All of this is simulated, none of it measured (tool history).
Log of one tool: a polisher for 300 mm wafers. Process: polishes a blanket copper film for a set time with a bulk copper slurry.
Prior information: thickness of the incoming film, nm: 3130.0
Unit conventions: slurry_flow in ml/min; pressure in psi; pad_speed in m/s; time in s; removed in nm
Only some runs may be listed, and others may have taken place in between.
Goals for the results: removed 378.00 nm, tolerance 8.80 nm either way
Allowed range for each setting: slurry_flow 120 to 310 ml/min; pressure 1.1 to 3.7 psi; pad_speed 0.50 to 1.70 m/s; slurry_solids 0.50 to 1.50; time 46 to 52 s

run  hour  slurry_flow  pressure  pad_speed  slurry_solids  time  removed
  1   0.0          200       2.4       1.10           1.00    52   454.08
  2   3.1          195       2.3       1.10           1.00    52   433.79
  3   5.4          190       2.3       1.10           1.00    52   433.54
  4  10.6          190       2.3       1.10           1.00    52   431.90
  5  16.2          185       2.3       1.10           1.00    52   430.77
  6  20.0          185       2.3       1.28           1.00    52   497.87
  7  28.7          185       2.3       1.28           1.00    52   498.58
  8  35.3          180       2.2       1.28           1.00    52   475.39
  9  44.1          175       2.1       1.28           1.00    52   463.50
 10  45.2          175       2.1       1.28           1.00    52   461.72
 11  50.1          175       2.0       1.28           1.00    52   443.45
 12  56.6          175       1.9       1.28           1.00    52   429.67
 13  63.5          155       1.6       1.28           1.00    52   368.31

4 candidate next runs follow, results not yet known. Just one meets every target within its allowed miss. Identify it.
  A  70.4          120       1.5       1.34           1.05    52        ?
  B  70.4          130       1.3       1.64           1.00    47        ?
  C  70.4          155       1.6       1.38           0.95    50        ?
  D  70.4          155       1.7       1.20           1.20    50        ?

move  removed
   A   351.24
   B   354.10
   C   380.01
   D   359.74
A: the biggest miss grows against the last run
B: the biggest miss grows against the last run
C: meets every target
D: the biggest miss grows against the last run
So the answer is move C, the one that meets all the targets.
